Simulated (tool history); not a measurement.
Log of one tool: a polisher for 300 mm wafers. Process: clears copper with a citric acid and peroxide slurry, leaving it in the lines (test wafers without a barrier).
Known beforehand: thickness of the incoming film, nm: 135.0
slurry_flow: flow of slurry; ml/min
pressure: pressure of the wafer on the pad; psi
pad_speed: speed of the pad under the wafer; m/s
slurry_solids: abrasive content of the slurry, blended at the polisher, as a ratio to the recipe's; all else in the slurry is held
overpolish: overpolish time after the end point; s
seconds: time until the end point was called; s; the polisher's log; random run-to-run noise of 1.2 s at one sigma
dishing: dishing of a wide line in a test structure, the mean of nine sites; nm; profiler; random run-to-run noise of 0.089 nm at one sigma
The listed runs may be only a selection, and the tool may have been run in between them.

run,hour,slurry_flow,pressure,pad_speed,slurry_solids,overpolish,seconds,dishing
1,0.0,195,2.1,0.84,1.00,10,107.730,8.3372
2,1.3,195,2.1,0.84,1.20,10,102.440,9.2910
3,7.6,195,2.1,0.84,1.35,10,99.343,9.1621
4,15.4,195,2.1,0.84,1.50,10,97.996,9.5545
5,20.1,195,2.4,0.84,1.50,10,86.403,10.4240
6,23.3,160,2.4,0.84,1.50,10,86.075,10.1810

What does the tool deliver on the next run?
7,28.5,160,2.3,0.84,1.50,9,?,?

For run 7 the tool returned seconds 89.820 s, dishing 9.1494 nm.
